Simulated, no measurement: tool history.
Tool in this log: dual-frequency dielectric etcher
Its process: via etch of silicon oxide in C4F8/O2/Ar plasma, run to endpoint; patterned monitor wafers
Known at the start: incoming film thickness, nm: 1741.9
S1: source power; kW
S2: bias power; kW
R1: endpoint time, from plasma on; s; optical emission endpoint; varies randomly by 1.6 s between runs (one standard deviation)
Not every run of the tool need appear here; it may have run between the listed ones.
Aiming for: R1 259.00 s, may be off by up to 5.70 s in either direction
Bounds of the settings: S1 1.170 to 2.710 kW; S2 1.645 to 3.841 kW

run  hour     S1     S2      R1
  1   0.0  1.940  2.743  300.21
  2   1.0  2.060  2.790  287.43
  3   9.4  2.130  2.809  280.96
  4  17.4  2.130  2.427  292.73
  5  21.2  2.450  2.427  269.30
  6  26.3  2.160  2.427  289.60
  7  33.6  2.240  2.453  280.44
  8  39.5  2.290  2.471  279.91
  9  44.4  2.290  2.471  279.57
 10  44.9  2.340  2.489  274.57
 11  48.4  2.380  2.501  275.25
 12  53.1  2.430  2.524  267.65
 13  61.3  2.450  2.531  264.91
 14  69.2  2.460  2.535  264.45
 15  77.3  2.470  2.539  268.23

Exactly one of the 4 candidate moves below puts every result within its allowed miss. Which one?
  A  85.4  2.270  2.482   ?
  B  85.4  2.710  2.603   ?
  C  85.4  2.420  2.335   ?
  D  85.4  2.660  2.401   ?

move      R1
   A  277.47
   B  248.04
   C  272.10
   D  256.23
A: further off than the last run
B: moves the result that the last run missed by most past its target, out the other side
C: further off than the last run
D: in spec on every target
So the answer is move D, the one that meets all the targets.
